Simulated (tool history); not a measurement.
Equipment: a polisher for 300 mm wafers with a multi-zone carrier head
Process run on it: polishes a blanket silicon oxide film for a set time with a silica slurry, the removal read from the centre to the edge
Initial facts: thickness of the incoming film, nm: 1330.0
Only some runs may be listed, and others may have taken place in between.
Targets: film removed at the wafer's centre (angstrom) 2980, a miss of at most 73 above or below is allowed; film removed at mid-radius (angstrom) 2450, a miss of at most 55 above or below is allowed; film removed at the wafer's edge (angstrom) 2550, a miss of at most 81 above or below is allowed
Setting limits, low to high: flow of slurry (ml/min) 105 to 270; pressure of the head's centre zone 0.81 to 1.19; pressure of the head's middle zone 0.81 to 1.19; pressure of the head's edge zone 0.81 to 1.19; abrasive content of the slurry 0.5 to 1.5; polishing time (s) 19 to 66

| run | hour | flow of slurry (ml/min) | pressure of the head's centre zone | pressure of the head's middle zone | pressure of the head's edge zone | abrasive content of the slurry | polishing time (s) | film removed at the wafer's centre (angstrom) | film removed at mid-radius (angstrom) | film removed at the wafer's edge (angstrom) |
|---|---|---|---|---|---|---|---|---|---|---|
| 1 | 0 | 175 | 1 | 1 | 1 | 1 | 42 | 1913.3 | 1874.9 | 1905.9 |
| 2 | 2 | 175 | 1 | 0.92 | 1 | 1 | 42 | 1913.4 | 1762.9 | 1898.4 |
| 3 | 7 | 175 | 1 | 1 | 1 | 1 | 42 | 1905.7 | 1899.8 | 1900.7 |
| 4 | 11.7 | 190 | 1.04 | 1 | 1.03 | 1.05 | 42 | 2075.5 | 1968.9 | 2014.5 |
| 5 | 13.2 | 190 | 1.04 | 1 | 1.03 | 0.95 | 42 | 1980.4 | 1873.8 | 1903.4 |
| 6 | 20.6 | 200 | 1.07 | 1 | 1.05 | 1 | 42 | 2087.1 | 1940.9 | 1975.1 |
| 7 | 27 | 210 | 1.09 | 0.99 | 1.06 | 1.1 | 42 | 2234.5 | 2023.8 | 2064.1 |
| 8 | 33.2 | 215 | 1.11 | 0.99 | 1.07 | 1.2 | 42 | 2394.7 | 2101.2 | 2190.2 |
| 9 | 33.7 | 265 | 1.19 | 1.05 | 1.12 | 1.45 | 42 | 2877.3 | 2497.3 | 2488.2 |
| 10 | 42.5 | 265 | 1.19 | 1.04 | 1.12 | 1.45 | 42 | 2874.7 | 2461.7 | 2466.3 |
| 11 | 46.7 | 265 | 1.19 | 1.03 | 1.12 | 1.45 | 42 | 2855.4 | 2424.8 | 2462.6 |
| 12 | 53.2 | 265 | 1.19 | 1.02 | 1.12 | 1.45 | 42 | 2843.6 | 2409.8 | 2475 |
| 13 | 56.9 | 265 | 1.19 | 1.01 | 1.11 | 1.45 | 42 | 2851.8 | 2394.6 | 2454.1 |
| 14 | 63 | 265 | 1.19 | 1 | 1.11 | 1.45 | 42 | 2860.4 | 2369.4 | 2477.1 |
| 15 | 67.4 | 265 | 1.19 | 1 | 1.11 | 1.45 | 42 | 2850.9 | 2390.9 | 2469.8 |
| 16 | 71 | 265 | 1.19 | 0.99 | 1.1 | 1.45 | 42 | 2864.1 | 2359.3 | 2445.7 |

4 candidate next runs follow, results not yet known. Just one meets every target within its allowed miss. Identify it.
| A | 74.6 | 255 | 1.16 | 1.03 | 1.04 | 1.35 | 46 | ? | ? | ? |
| B | 74.6 | 270 | 1.15 | 0.94 | 1.01 | 1.5 | 45 | ? | ? | ? |
| C | 74.6 | 270 | 1.18 | 1.04 | 1.19 | 1.5 | 41 | ? | ? | ? |
| D | 74.6 | 270 | 1.17 | 1.05 | 1.09 | 1.25 | 47 | ? | ? | ? |

| move | film removed at the wafer's centre (angstrom) | film removed at mid-radius (angstrom) | film removed at the wafer's edge (angstrom) |
|---|---|---|---|
| A | 2947.5 | 2598.5 | 2514.2 |
| B | 2999.4 | 2469.9 | 2543.3 |
| C | 2806.6 | 2449.4 | 2514 |
| D | 2960.2 | 2627.4 | 2555.9 |
A: takes the result that was furthest off past its target
B: in spec on every target
C: gets the furthest-off result to its target, but another result is out of tolerance
D: takes the result that was furthest off past its target
B meets every target.
